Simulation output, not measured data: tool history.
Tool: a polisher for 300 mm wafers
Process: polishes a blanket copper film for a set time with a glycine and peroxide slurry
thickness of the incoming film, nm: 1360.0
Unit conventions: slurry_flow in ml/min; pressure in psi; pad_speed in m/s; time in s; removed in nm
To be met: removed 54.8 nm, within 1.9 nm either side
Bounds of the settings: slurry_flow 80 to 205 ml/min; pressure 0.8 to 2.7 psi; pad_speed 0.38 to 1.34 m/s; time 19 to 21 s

Run 1, hour 0: slurry_flow 135 ml/min, pressure 1.7 psi, pad_speed 0.86 m/s, time 21 s. Result: removed 69.788 nm.
Run 2, hour 3.7: slurry_flow 165 ml/min, pressure 1.7 psi, pad_speed 0.86 m/s, time 21 s. Result: removed 72.773 nm.
Run 3, hour 11.3: slurry_flow 160 ml/min, pressure 1.6 psi, pad_speed 0.86 m/s, time 21 s. Result: removed 70.206 nm.
Run 4, hour 14.5: slurry_flow 160 ml/min, pressure 1.6 psi, pad_speed 0.86 m/s, time 21 s. Result: removed 68.745 nm.
Run 5, hour 15.6: slurry_flow 160 ml/min, pressure 1.6 psi, pad_speed 0.86 m/s, time 19 s. Result: removed 61.729 nm.
Run 6, hour 18.7: slurry_flow 160 ml/min, pressure 1.6 psi, pad_speed 0.86 m/s, time 19 s. Result: removed 62.386 nm.
Run 7, hour 22.9: slurry_flow 155 ml/min, pressure 1.6 psi, pad_speed 0.86 m/s, time 19 s. Result: removed 61.733 nm.
Run 8, hour 29.8: slurry_flow 150 ml/min, pressure 1.6 psi, pad_speed 0.86 m/s, time 19 s. Result: removed 62.513 nm.
Run 9, hour 38.2: slurry_flow 150 ml/min, pressure 1.5 psi, pad_speed 0.86 m/s, time 19 s. Result: removed 59.582 nm.

Exercise: of the 4 proposed moves below, exactly one satisfies all targets within the stated allowed misses. Which move is it?
Run A, hour 46.6: slurry_flow 125 ml/min, pressure 1.6 psi, pad_speed 0.94 m/s, time 20 s. Result: removed ?.
Run B, hour 46.6: slurry_flow 130 ml/min, pressure 1.6 psi, pad_speed 0.82 m/s, time 21 s. Result: removed ?.
Run C, hour 46.6: slurry_flow 130 ml/min, pressure 1.6 psi, pad_speed 0.86 m/s, time 20 s. Result: removed ?.
Run D, hour 46.6: slurry_flow 140 ml/min, pressure 1.4 psi, pad_speed 0.82 m/s, time 19 s. Result: removed ?.

move  removed
   A   68.277
   B   65.541
   C   64.517
   D   54.827
A: moves away from the targets compared with the last run
B: moves away from the targets compared with the last run
C: moves away from the targets compared with the last run
D: every result lands within tolerance
Go with D: it meets all targets.
